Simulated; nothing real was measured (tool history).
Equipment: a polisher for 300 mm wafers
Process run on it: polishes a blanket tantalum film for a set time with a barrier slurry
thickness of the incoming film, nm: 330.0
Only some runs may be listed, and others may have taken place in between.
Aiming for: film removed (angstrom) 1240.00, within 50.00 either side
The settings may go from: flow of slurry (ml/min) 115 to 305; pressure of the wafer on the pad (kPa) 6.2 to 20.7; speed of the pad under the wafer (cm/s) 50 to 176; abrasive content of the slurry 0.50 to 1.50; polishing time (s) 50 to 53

| run | hour | flow of slurry (ml/min) | pressure of the wafer on the pad (kPa) | speed of the pad under the wafer (cm/s) | abrasive content of the slurry | polishing time (s) | film removed (angstrom) |
|---|---|---|---|---|---|---|---|
| 1 | 0.0 | 195 | 13.1 | 112 | 1.00 | 50 | 949.67 |
| 2 | 2.5 | 195 | 13.8 | 112 | 1.00 | 50 | 979.69 |
| 3 | 5.4 | 195 | 13.8 | 112 | 0.80 | 50 | 883.85 |
| 4 | 10.8 | 195 | 13.8 | 112 | 1.00 | 50 | 1000.50 |
| 5 | 12.9 | 195 | 14.5 | 112 | 1.00 | 50 | 1049.50 |
| 6 | 17.6 | 195 | 15.2 | 112 | 1.00 | 50 | 1088.20 |
| 7 | 25.0 | 195 | 15.9 | 112 | 1.00 | 50 | 1119.80 |
| 8 | 27.2 | 195 | 16.5 | 112 | 1.00 | 50 | 1180.70 |

Next run, 5 choices. One meets every target within its allowed miss, the rest don't. Which?
| A | 29.4 | 180 | 20.0 | 100 | 0.75 | 53 | ? |
| B | 29.4 | 180 | 16.5 | 114 | 0.95 | 53 | ? |
| C | 29.4 | 205 | 14.5 | 116 | 0.95 | 50 | ? |
| D | 29.4 | 175 | 11.7 | 132 | 1.45 | 51 | ? |
| E | 29.4 | 185 | 18.6 | 96 | 1.00 | 50 | ? |

| move | film removed (angstrom) |
|---|---|
| A | 1127.70 |
| B | 1225.80 |
| C | 1052.00 |
| D | 1138.20 |
| E | 1122.80 |
A: the biggest miss grows against the last run
B: hits every target within its allowed miss
C: the biggest miss grows against the last run
D: the biggest miss grows against the last run
E: the biggest miss grows against the last run
Go with B: it meets all targets.

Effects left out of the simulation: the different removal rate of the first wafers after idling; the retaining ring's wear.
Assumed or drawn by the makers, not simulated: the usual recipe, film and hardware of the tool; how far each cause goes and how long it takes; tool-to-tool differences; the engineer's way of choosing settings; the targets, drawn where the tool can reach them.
